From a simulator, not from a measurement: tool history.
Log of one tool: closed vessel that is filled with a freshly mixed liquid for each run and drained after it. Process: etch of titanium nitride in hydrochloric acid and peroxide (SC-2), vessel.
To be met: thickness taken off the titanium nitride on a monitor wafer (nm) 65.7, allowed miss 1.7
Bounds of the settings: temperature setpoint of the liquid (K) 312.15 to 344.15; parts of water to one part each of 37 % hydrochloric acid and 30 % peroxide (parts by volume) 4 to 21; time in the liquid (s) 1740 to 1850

run  hour  temperature setpoint of the liquid (K)  parts of water to one part each of 37 % hydrochloric acid and 30 % peroxide (parts by volume)  time in the liquid (s)  thickness taken off the titanium nitride on a monitor wafer (nm)
  1     0                                  328.15                                                                                           11.5                    1740                                                            51.305
  2   7.8                                  328.15                                                                                            7.5                    1740                                                            72.891
  3  17.1                                  324.65                                                                                            7.5                    1740                                                            57.822
  4  18.5                                  319.15                                                                                            7.5                    1740                                                            39.998
  5  25.9                                  319.15                                                                                            7.5                    1850                                                            42.501
  6  27.2                                  319.15                                                                                            7.5                    1850                                                            42.156
  7  29.4                                  320.65                                                                                            7.5                    1850                                                            47.064
  8  38.2                                  321.65                                                                                            7.5                    1850                                                            50.261
  9  45.7                                  322.65                                                                                            7.5                    1850                                                            53.771
 10  47.2                                  323.15                                                                                            7.5                    1850                                                            55.396
 11  53.8                                  323.65                                                                                            7.5                    1850                                                            57.434
 12  62.6                                  323.65                                                                                            7.5                    1850                                                            57.598
 13  64.7                                  323.65                                                                                            7.5                    1850                                                            57.637
 14  72.4                                  324.15                                                                                            7.5                    1850                                                            58.683
 15    78                                  324.65                                                                                            7.5                    1850                                                            61.292
 16    82                                  325.15                                                                                            7.5                    1850                                                             63.87

5 next moves are on the table. One of them brings every result within its allowed miss. Which?
  A    86                                  322.65                                                                                            5.5                    1795                                                                 ?
  B    86                                  324.15                                                                                              7                    1825                                                                 ?
  C    86                                  328.15                                                                                             10                    1850                                                                 ?
  D    86                                  322.65                                                                                              5                    1755                                                                 ?
  E    86                                  323.15                                                                                              6                    1740                                                                 ?

move  thickness taken off the titanium nitride on a monitor wafer (nm)
   A                                                            66.484
   B                                                            62.245
   C                                                            61.487
   D                                                            69.645
   E                                                             62.47
A: meets every target
B: further off than the last run
C: further off than the last run
D: takes the result that was furthest off past its target
E: further off than the last run
Move A is the one to make.
